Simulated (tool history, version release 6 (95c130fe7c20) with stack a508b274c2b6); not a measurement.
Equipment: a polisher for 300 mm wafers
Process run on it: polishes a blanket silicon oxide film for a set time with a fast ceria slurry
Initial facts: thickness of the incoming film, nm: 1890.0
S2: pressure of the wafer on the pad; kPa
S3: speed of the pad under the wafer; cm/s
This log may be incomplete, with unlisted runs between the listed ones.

run 1 hour=0.0 | flow_of_slurry_(ml/min)=195 S2=23.4 S3=96 polishing_time_(s)=53 | film_removed_(angstrom)=9169.6
run 2 hour=0.9 | flow_of_slurry_(ml/min)=195 S2=27.6 S3=96 polishing_time_(s)=53 | film_removed_(angstrom)=9890.3
run 3 hour=5.6 | flow_of_slurry_(ml/min)=170 S2=22.1 S3=78 polishing_time_(s)=53 | film_removed_(angstrom)=6908.9
run 4 hour=6.2 | flow_of_slurry_(ml/min)=165 S2=17.9 S3=66 polishing_time_(s)=53 | film_removed_(angstrom)=5301.9
run 5 hour=7.0 | flow_of_slurry_(ml/min)=165 S2=17.9 S3=66 polishing_time_(s)=53 | film_removed_(angstrom)=5308.9
run 6 hour=12.5 | flow_of_slurry_(ml/min)=160 S2=15.2 S3=60 polishing_time_(s)=53 | film_removed_(angstrom)=4493.8
run 7 hour=17.9 | flow_of_slurry_(ml/min)=155 S2=10.3 S3=48 polishing_time_(s)=53 | film_removed_(angstrom)=3016.0
run 8 hour=23.8 | flow_of_slurry_(ml/min)=155 S2=11.0 S3=48 polishing_time_(s)=53 | film_removed_(angstrom)=3053.7
run 9 hour=30.0 | flow_of_slurry_(ml/min)=155 S2=11.0 S3=48 polishing_time_(s)=53 | film_removed_(angstrom)=3123.0

Run 10 has not been measured yet. What should we expect?
run 10 hour=33.8 | flow_of_slurry_(ml/min)=155 S2=11.7 S3=48 polishing_time_(s)=53 | film_removed_(angstrom)=?

Run 10 yielded film removed (angstrom) 3109.3.
